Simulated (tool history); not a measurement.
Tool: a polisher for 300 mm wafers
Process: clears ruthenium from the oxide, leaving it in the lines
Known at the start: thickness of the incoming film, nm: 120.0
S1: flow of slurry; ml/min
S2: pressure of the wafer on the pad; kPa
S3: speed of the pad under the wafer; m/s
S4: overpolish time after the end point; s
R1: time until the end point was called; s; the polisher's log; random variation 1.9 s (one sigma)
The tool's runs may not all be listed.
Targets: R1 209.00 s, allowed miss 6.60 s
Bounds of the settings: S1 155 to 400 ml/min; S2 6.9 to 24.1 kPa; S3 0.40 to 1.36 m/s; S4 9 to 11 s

| run | hour | S1 | S2 | S3 | S4 | R1 |
|---|---|---|---|---|---|---|
| 1 | 0.0 | 255 | 15.2 | 0.88 | 11 | 103.28 |
| 2 | 6.2 | 255 | 11.7 | 0.88 | 11 | 134.76 |
| 3 | 14.7 | 200 | 11.7 | 0.88 | 11 | 134.96 |
| 4 | 18.9 | 235 | 11.7 | 0.88 | 11 | 134.76 |
| 5 | 21.0 | 235 | 13.1 | 0.88 | 11 | 121.38 |
| 6 | 29.3 | 235 | 13.1 | 0.98 | 11 | 108.55 |
| 7 | 35.9 | 235 | 11.7 | 0.94 | 11 | 128.19 |
| 8 | 37.5 | 235 | 11.0 | 0.92 | 11 | 136.81 |
| 9 | 43.3 | 235 | 10.3 | 0.90 | 11 | 146.67 |
| 10 | 46.6 | 235 | 9.7 | 0.88 | 11 | 163.72 |
| 11 | 48.8 | 235 | 9.0 | 0.88 | 11 | 172.87 |
| 12 | 51.1 | 230 | 6.9 | 0.84 | 11 | 230.60 |

5 next moves are on the table. One of them brings every result within its allowed miss. Which?
| A | 53.4 | 220 | 8.3 | 0.86 | 11 | ? |
| B | 53.4 | 220 | 8.3 | 0.70 | 9 | ? |
| C | 53.4 | 225 | 8.3 | 0.82 | 11 | ? |
| D | 53.4 | 210 | 8.3 | 0.82 | 11 | ? |
| E | 53.4 | 240 | 6.9 | 0.94 | 11 | ? |

| move | R1 |
|---|---|
| A | 186.98 |
| B | 219.87 |
| C | 193.85 |
| D | 195.06 |
| E | 204.97 |
A: takes the result that was furthest off past its target
B: nearer than the last run, and not there yet
C: takes the result that was furthest off past its target
D: takes the result that was furthest off past its target
E: meets every target
The right move is E.
